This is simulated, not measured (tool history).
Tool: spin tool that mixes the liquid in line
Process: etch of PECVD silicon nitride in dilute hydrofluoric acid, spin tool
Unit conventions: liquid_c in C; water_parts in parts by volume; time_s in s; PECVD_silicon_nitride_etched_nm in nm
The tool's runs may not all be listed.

run,hour,liquid_c,water_parts,time_s,PECVD_silicon_nitride_etched_nm
1,0,20,100,325,4.5798
2,1.4,20,85,325,5.3363
3,2.4,21.5,85,325,6.0531
4,6.9,23,85,325,6.7634
5,10.9,24,85,325,7.1877
6,16.2,25,85,325,7.6874

Run 7 has not been measured yet. What should we expect?
7,20.9,25,85,325,?

PECVD_silicon_nitride_etched_nm: 7.5975 nm
